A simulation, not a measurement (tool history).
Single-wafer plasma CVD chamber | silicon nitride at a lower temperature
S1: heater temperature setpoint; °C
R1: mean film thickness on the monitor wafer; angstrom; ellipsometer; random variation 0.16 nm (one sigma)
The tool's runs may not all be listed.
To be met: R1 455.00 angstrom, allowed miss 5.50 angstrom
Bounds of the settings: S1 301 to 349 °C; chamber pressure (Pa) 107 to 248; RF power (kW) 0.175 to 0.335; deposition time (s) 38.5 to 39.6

{"run": 1, "hour": 0.0, "S1": 325, "chamber pressure (Pa)": 177, "RF power (kW)": 0.255, "deposition time (s)": 38.5, "R1": 387.54}
{"run": 2, "hour": 3.4, "S1": 325, "chamber pressure (Pa)": 196, "RF power (kW)": 0.26, "deposition time (s)": 38.5, "R1": 405.67}
{"run": 3, "hour": 9.3, "S1": 331, "chamber pressure (Pa)": 196, "RF power (kW)": 0.26, "deposition time (s)": 38.5, "R1": 403.96}
{"run": 4, "hour": 12.4, "S1": 331, "chamber pressure (Pa)": 221, "RF power (kW)": 0.26, "deposition time (s)": 38.5, "R1": 416.45}
{"run": 5, "hour": 17.2, "S1": 331, "chamber pressure (Pa)": 228, "RF power (kW)": 0.265, "deposition time (s)": 38.5, "R1": 425.97}
{"run": 6, "hour": 18.3, "S1": 331, "chamber pressure (Pa)": 228, "RF power (kW)": 0.23, "deposition time (s)": 38.5, "R1": 370.46}
{"run": 7, "hour": 21.5, "S1": 331, "chamber pressure (Pa)": 233, "RF power (kW)": 0.245, "deposition time (s)": 38.5, "R1": 395.27}
{"run": 8, "hour": 25.8, "S1": 331, "chamber pressure (Pa)": 237, "RF power (kW)": 0.255, "deposition time (s)": 38.5, "R1": 413.42}
{"run": 9, "hour": 28.3, "S1": 331, "chamber pressure (Pa)": 240, "RF power (kW)": 0.26, "deposition time (s)": 38.5, "R1": 422.34}
{"run": 10, "hour": 32.3, "S1": 331, "chamber pressure (Pa)": 248, "RF power (kW)": 0.285, "deposition time (s)": 38.6, "R1": 462.92}

4 next moves are on the table. One of them brings every result within its allowed miss. Which?
{"run": "A", "hour": 36.3, "S1": 336, "chamber pressure (Pa)": 245, "RF power (kW)": 0.275, "deposition time (s)": 39.2, "R1": "?"}
{"run": "B", "hour": 36.3, "S1": 331, "chamber pressure (Pa)": 248, "RF power (kW)": 0.28, "deposition time (s)": 39.4, "R1": "?"}
{"run": "C", "hour": 36.3, "S1": 333, "chamber pressure (Pa)": 240, "RF power (kW)": 0.285, "deposition time (s)": 39.0, "R1": "?"}
{"run": "D", "hour": 36.3, "S1": 332, "chamber pressure (Pa)": 244, "RF power (kW)": 0.295, "deposition time (s)": 38.5, "R1": "?"}

move=A R1=454.58
move=B R1=466.54
move=C R1=465.39
move=D R1=475.56
A: meets every target
B: further off than the last run
C: further off than the last run
D: further off than the last run
Answer: A
